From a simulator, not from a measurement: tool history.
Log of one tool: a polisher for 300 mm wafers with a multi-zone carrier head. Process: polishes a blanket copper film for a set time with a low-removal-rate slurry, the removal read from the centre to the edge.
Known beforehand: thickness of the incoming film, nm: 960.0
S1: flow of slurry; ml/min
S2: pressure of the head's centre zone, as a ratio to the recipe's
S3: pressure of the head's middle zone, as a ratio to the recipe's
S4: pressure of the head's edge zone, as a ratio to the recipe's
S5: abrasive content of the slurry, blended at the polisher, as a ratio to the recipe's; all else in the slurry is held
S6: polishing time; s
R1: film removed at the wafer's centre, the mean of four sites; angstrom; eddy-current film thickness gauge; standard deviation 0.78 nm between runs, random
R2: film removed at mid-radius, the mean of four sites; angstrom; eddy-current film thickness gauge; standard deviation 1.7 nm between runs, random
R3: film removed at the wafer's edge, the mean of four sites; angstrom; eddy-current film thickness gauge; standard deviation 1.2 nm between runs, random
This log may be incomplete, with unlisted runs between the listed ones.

{"run": 1, "hour": 0.0, "S1": 180, "S2": 1, "S3": 1, "S4": 1, "S5": 1, "S6": 84, "R1": 1855.4, "R2": 1851.4, "R3": 1776.2}
{"run": 2, "hour": 3.9, "S1": 180, "S2": 1, "S3": 1, "S4": 1, "S5": 1.15, "S6": 84, "R1": 1932.1, "R2": 1900.7, "R3": 1825}
{"run": 3, "hour": 7.3, "S1": 180, "S2": 1, "S3": 1, "S4": 1, "S5": 1.15, "S6": 64, "R1": 1444, "R2": 1460.5, "R3": 1409.4}
{"run": 4, "hour": 8.3, "S1": 180, "S2": 1, "S3": 0.94, "S4": 1, "S5": 1.15, "S6": 64, "R1": 1450.6, "R2": 1419, "R3": 1387.2}
{"run": 5, "hour": 13.2, "S1": 175, "S2": 0.99, "S3": 0.93, "S4": 0.99, "S5": 1.15, "S6": 64, "R1": 1432.2, "R2": 1384.7, "R3": 1390.6}
{"run": 6, "hour": 20.6, "S1": 175, "S2": 0.98, "S3": 0.93, "S4": 0.97, "S5": 1.1, "S6": 64, "R1": 1389.5, "R2": 1359, "R3": 1356.7}
{"run": 7, "hour": 28.1, "S1": 170, "S2": 0.97, "S3": 0.93, "S4": 0.95, "S5": 1.1, "S6": 64, "R1": 1365.5, "R2": 1372.6, "R3": 1318.3}
{"run": 8, "hour": 29.8, "S1": 165, "S2": 0.96, "S3": 0.92, "S4": 0.95, "S5": 1.1, "S6": 64, "R1": 1363.7, "R2": 1362.1, "R3": 1324.5}
{"run": 9, "hour": 37.9, "S1": 160, "S2": 0.95, "S3": 0.91, "S4": 0.94, "S5": 1.1, "S6": 64, "R1": 1312.7, "R2": 1306.4, "R3": 1332}
{"run": 10, "hour": 43.8, "S1": 155, "S2": 0.94, "S3": 0.91, "S4": 0.93, "S5": 1.1, "S6": 64, "R1": 1304.2, "R2": 1322, "R3": 1306.8}

Expected results for the next run?
{"run": 11, "hour": 52.3, "S1": 150, "S2": 0.93, "S3": 0.91, "S4": 0.92, "S5": 1.1, "S6": 64, "R1": "?", "R2": "?", "R3": "?"}

Run 11 gave R1 1280.6 angstrom, R2 1286.4 angstrom, R3 1321.3 angstrom.

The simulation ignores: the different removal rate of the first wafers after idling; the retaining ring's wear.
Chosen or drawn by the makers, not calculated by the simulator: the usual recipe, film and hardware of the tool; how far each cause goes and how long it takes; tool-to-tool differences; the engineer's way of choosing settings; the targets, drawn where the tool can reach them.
